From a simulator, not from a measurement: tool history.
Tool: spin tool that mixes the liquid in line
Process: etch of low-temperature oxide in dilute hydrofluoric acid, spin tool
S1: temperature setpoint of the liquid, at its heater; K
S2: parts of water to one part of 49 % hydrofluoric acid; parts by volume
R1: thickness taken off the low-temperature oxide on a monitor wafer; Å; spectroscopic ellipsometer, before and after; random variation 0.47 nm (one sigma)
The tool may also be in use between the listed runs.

{"run": 1, "hour": 0.0, "S1": 294.15, "S2": 130, "time under the liquid (s)": 295, "R1": 367.88}
{"run": 2, "hour": 2.5, "S1": 294.15, "S2": 170, "time under the liquid (s)": 295, "R1": 267.5}
{"run": 3, "hour": 9.1, "S1": 291.15, "S2": 170, "time under the liquid (s)": 295, "R1": 239.09}
{"run": 4, "hour": 13.0, "S1": 290.15, "S2": 170, "time under the liquid (s)": 295, "R1": 230.98}
{"run": 5, "hour": 16.9, "S1": 292.65, "S2": 160, "time under the liquid (s)": 295, "R1": 273.17}
{"run": 6, "hour": 20.4, "S1": 296.15, "S2": 160, "time under the liquid (s)": 295, "R1": 315.75}

Run 7 comes next. What will it give?
{"run": 7, "hour": 27.7, "S1": 297.65, "S2": 155, "time under the liquid (s)": 295, "R1": "?"}

{"run 7": {"R1": 341.96}}

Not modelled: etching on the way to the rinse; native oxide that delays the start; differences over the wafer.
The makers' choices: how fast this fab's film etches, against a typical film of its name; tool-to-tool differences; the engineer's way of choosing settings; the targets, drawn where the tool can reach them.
